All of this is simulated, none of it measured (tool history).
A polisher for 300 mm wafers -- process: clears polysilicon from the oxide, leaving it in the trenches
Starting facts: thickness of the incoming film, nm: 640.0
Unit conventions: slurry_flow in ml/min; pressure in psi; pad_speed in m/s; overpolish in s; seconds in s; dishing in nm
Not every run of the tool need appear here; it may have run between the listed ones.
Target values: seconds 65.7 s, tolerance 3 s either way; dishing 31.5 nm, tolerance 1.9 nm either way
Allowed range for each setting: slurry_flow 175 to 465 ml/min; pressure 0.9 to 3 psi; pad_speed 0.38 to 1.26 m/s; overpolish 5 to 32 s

| run | day | slurry_flow | pressure | pad_speed | overpolish | seconds | dishing |
|---|---|---|---|---|---|---|---|
| 1 | 0 | 295 | 1.9 | 0.82 | 16 | 85.649 | 46.788 |
| 2 | 0.308 | 295 | 2 | 0.82 | 13 | 79.483 | 44.469 |
| 3 | 0.462 | 295 | 2.2 | 0.78 | 11 | 77.328 | 42.659 |
| 4 | 0.488 | 305 | 2.4 | 0.72 | 9 | 73.731 | 40.552 |
| 5 | 0.529 | 350 | 2.6 | 0.66 | 8 | 71.607 | 37.139 |
| 6 | 0.8 | 350 | 2.6 | 0.84 | 8 | 59.787 | 42.419 |
| 7 | 1.029 | 385 | 2.7 | 0.76 | 7 | 61.87 | 40.007 |
| 8 | 1.354 | 410 | 2.8 | 0.7 | 6 | 61.597 | 35.897 |
| 9 | 1.571 | 425 | 2.8 | 0.68 | 6 | 63.861 | 35.136 |
| 10 | 1.825 | 435 | 2.8 | 0.64 | 6 | 67.126 | 34.28 |
| 11 | 1.917 | 445 | 2.9 | 0.62 | 6 | 67.341 | 35.05 |
| 12 | 2.067 | 450 | 2.9 | 0.62 | 6 | 66.745 | 35.061 |
| 13 | 2.383 | 455 | 2.9 | 0.6 | 6 | 67.817 | 35.384 |
| 14 | 2.408 | 370 | 2.9 | 0.7 | 5 | 60.273 | 31.975 |
| 15 | 2.45 | 365 | 2.7 | 0.7 | 6 | 65.376 | 35.609 |
| 16 | 2.554 | 350 | 2.8 | 0.68 | 6 | 65.845 | 35.953 |

Which single option among these 4 for the next run brings every result within its allowed miss of target? Just one does.
| A | 2.658 | 305 | 2.8 | 0.62 | 9 | ? | ? |
| B | 2.658 | 340 | 2.8 | 0.68 | 5 | ? | ? |
| C | 2.658 | 285 | 2.8 | 0.66 | 11 | ? | ? |
| D | 2.658 | 325 | 2.6 | 0.7 | 10 | ? | ? |

| move | seconds | dishing |
|---|---|---|
| A | 71.247 | 42.248 |
| B | 65.858 | 32.447 |
| C | 68.478 | 46.203 |
| D | 69.549 | 44.466 |
A: the biggest miss grows against the last run
B: every result lands within tolerance
C: the biggest miss grows against the last run
D: the biggest miss grows against the last run
Go with B: it meets all targets.

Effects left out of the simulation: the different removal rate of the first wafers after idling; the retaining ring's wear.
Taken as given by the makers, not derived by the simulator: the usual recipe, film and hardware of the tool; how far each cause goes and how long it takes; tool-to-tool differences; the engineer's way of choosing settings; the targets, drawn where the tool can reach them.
